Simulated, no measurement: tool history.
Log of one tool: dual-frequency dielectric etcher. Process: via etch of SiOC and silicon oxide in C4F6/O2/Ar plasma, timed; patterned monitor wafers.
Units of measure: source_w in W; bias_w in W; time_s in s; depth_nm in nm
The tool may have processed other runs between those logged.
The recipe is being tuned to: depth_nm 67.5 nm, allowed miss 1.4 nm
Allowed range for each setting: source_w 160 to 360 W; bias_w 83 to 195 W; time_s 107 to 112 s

{"run": 1, "hour": 0.0, "source_w": 260, "bias_w": 139, "time_s": 107, "depth_nm": 90.744}
{"run": 2, "hour": 3.4, "source_w": 250, "bias_w": 133, "time_s": 107, "depth_nm": 87.28}
{"run": 3, "hour": 10.9, "source_w": 220, "bias_w": 133, "time_s": 107, "depth_nm": 82.668}
{"run": 4, "hour": 18.7, "source_w": 210, "bias_w": 129, "time_s": 107, "depth_nm": 79.216}
{"run": 5, "hour": 26.3, "source_w": 210, "bias_w": 129, "time_s": 107, "depth_nm": 79.25}
{"run": 6, "hour": 31.0, "source_w": 200, "bias_w": 127, "time_s": 107, "depth_nm": 76.74}
{"run": 7, "hour": 34.2, "source_w": 200, "bias_w": 125, "time_s": 107, "depth_nm": 77.183}
{"run": 8, "hour": 41.7, "source_w": 200, "bias_w": 123, "time_s": 107, "depth_nm": 75.014}
{"run": 9, "hour": 42.5, "source_w": 200, "bias_w": 122, "time_s": 107, "depth_nm": 75.667}
{"run": 10, "hour": 44.9, "source_w": 200, "bias_w": 121, "time_s": 107, "depth_nm": 75.705}
{"run": 11, "hour": 53.5, "source_w": 160, "bias_w": 93, "time_s": 107, "depth_nm": 60.418}

Pick the move, out of 5, that brings all results within their allowed miss; only one does.
{"run": "A", "hour": 62.1, "source_w": 160, "bias_w": 99, "time_s": 108, "depth_nm": "?"}
{"run": "B", "hour": 62.1, "source_w": 180, "bias_w": 96, "time_s": 110.5, "depth_nm": "?"}
{"run": "C", "hour": 62.1, "source_w": 160, "bias_w": 96, "time_s": 108, "depth_nm": "?"}
{"run": "D", "hour": 62.1, "source_w": 160, "bias_w": 87, "time_s": 107, "depth_nm": "?"}
{"run": "E", "hour": 62.1, "source_w": 160, "bias_w": 91, "time_s": 109.5, "depth_nm": "?"}

move=A depth_nm=61.825
move=B depth_nm=66.572
move=C depth_nm=61.056
move=D depth_nm=58.11
move=E depth_nm=60.569
A: gains on the last run, yet a result remains outside its allowed miss
B: all results in spec
C: gains on the last run, yet a result remains outside its allowed miss
D: the biggest miss grows against the last run
E: roughly where the last run was
B is the move that brings every result within its allowed miss.
